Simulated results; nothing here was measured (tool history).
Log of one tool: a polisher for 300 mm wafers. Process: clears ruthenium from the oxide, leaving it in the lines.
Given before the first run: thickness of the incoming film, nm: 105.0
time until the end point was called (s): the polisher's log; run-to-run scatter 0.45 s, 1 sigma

| run | hour | flow of slurry (ml/min) | pressure of the wafer on the pad (kPa) | speed of the pad under the wafer (cm/s) | overpolish time after the end point (s) | time until the end point was called (s) |
|---|---|---|---|---|---|---|
| 1 | 0 | 180 | 17.9 | 84 | 15 | 73.414 |
| 2 | 5.2 | 150 | 17.9 | 84 | 15 | 75.133 |
| 3 | 7.4 | 150 | 22.1 | 84 | 15 | 62.053 |
| 4 | 10.2 | 155 | 23.4 | 90 | 15 | 54.085 |
| 5 | 16.1 | 160 | 24.8 | 94 | 15 | 49.288 |
| 6 | 24.9 | 160 | 25.5 | 98 | 15 | 45.738 |
| 7 | 30.1 | 160 | 26.2 | 100 | 15 | 44.318 |
| 8 | 38.9 | 160 | 26.2 | 100 | 15 | 43.658 |
| 9 | 41.6 | 160 | 26.9 | 102 | 15 | 42.203 |
| 10 | 42.9 | 160 | 26.9 | 104 | 15 | 40.678 |

For run 11, what comes out?
| 11 | 46.4 | 160 | 26.9 | 106 | 15 | ? |

For run 11 the tool returned time until the end point was called (s) 40.747.
